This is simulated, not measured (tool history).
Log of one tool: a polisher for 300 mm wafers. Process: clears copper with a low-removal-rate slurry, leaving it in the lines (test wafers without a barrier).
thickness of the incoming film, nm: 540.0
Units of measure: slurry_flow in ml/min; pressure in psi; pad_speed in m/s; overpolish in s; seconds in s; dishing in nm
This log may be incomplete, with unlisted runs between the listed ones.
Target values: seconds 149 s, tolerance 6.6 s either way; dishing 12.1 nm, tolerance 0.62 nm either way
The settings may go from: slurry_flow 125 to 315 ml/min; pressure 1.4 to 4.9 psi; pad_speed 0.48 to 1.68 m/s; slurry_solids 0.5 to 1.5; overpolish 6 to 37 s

{"run": 1, "hour": 0.0, "slurry_flow": 205, "pressure": 3.1, "pad_speed": 1.08, "slurry_solids": 1, "overpolish": 19, "seconds": 132.46, "dishing": 22.673}
{"run": 2, "hour": 1.8, "slurry_flow": 205, "pressure": 3.1, "pad_speed": 1.08, "slurry_solids": 1.15, "overpolish": 19, "seconds": 126.24, "dishing": 22.153}
{"run": 3, "hour": 3.5, "slurry_flow": 185, "pressure": 3.1, "pad_speed": 1.08, "slurry_solids": 1.15, "overpolish": 19, "seconds": 131.1, "dishing": 21.945}
{"run": 4, "hour": 5.6, "slurry_flow": 185, "pressure": 3.6, "pad_speed": 1.08, "slurry_solids": 1.15, "overpolish": 19, "seconds": 117.22, "dishing": 23.131}
{"run": 5, "hour": 14.2, "slurry_flow": 185, "pressure": 3.6, "pad_speed": 1.08, "slurry_solids": 1.15, "overpolish": 13, "seconds": 119.12, "dishing": 20.952}
{"run": 6, "hour": 17.7, "slurry_flow": 175, "pressure": 3.3, "pad_speed": 1.12, "slurry_solids": 1.2, "overpolish": 12, "seconds": 118.58, "dishing": 19.712}
{"run": 7, "hour": 22.4, "slurry_flow": 170, "pressure": 3, "pad_speed": 1.14, "slurry_solids": 1.25, "overpolish": 11, "seconds": 128.05, "dishing": 18.638}
{"run": 8, "hour": 29.9, "slurry_flow": 165, "pressure": 2.8, "pad_speed": 1.18, "slurry_solids": 1.3, "overpolish": 10, "seconds": 128.78, "dishing": 17.635}
{"run": 9, "hour": 33.3, "slurry_flow": 160, "pressure": 2.6, "pad_speed": 1.22, "slurry_solids": 1.35, "overpolish": 9, "seconds": 134.39, "dishing": 16.95}

Exercise: of the 4 proposed moves below, exactly one satisfies all targets within the stated allowed misses. Which move is it?
{"run": "A", "hour": 36.7, "slurry_flow": 175, "pressure": 2.7, "pad_speed": 1.02, "slurry_solids": 1.1, "overpolish": 27, "seconds": "?", "dishing": "?"}
{"run": "B", "hour": 36.7, "slurry_flow": 165, "pressure": 3.6, "pad_speed": 0.7, "slurry_solids": 1.4, "overpolish": 19, "seconds": "?", "dishing": "?"}
{"run": "C", "hour": 36.7, "slurry_flow": 140, "pressure": 2.1, "pad_speed": 1.28, "slurry_solids": 1.5, "overpolish": 6, "seconds": "?", "dishing": "?"}
{"run": "D", "hour": 36.7, "slurry_flow": 165, "pressure": 2.3, "pad_speed": 1.28, "slurry_solids": 1.3, "overpolish": 13, "seconds": "?", "dishing": "?"}

move=A seconds=153.78 dishing=22.597
move=B seconds=154.07 dishing=21.162
move=C seconds=146.97 dishing=11.975
move=D seconds=139.51 dishing=18.899
A: its largest miss is bigger than the last run's
B: its largest miss is bigger than the last run's
C: all results land within tolerance of their targets
D: its largest miss is bigger than the last run's
Go with C: it meets all targets.

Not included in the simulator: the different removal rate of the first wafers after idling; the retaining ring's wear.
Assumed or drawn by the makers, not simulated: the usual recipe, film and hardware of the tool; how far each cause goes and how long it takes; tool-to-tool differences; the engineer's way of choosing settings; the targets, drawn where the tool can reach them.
